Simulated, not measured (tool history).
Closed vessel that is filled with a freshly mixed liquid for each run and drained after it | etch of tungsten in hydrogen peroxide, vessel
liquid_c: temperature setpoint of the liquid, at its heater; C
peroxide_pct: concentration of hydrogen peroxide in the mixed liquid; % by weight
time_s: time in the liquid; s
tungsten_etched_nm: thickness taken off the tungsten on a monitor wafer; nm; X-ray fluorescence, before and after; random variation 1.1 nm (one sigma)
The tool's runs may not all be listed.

run,hour,liquid_c,peroxide_pct,time_s,tungsten_etched_nm
1,0,55,19,90,261.89
2,5.9,55,19,90,261.3
3,14.5,59,19,90,330.76
4,16.3,59,15.5,90,300.68
5,17.4,59,15.5,95,315.86
6,21.3,59,15.5,90,298.88
7,23.3,57,15.5,90,265.32

Run 8 comes next. What will it give?
8,30.4,55.5,15.5,90,?

Run 8 gave tungsten_etched_nm 243.31 nm.

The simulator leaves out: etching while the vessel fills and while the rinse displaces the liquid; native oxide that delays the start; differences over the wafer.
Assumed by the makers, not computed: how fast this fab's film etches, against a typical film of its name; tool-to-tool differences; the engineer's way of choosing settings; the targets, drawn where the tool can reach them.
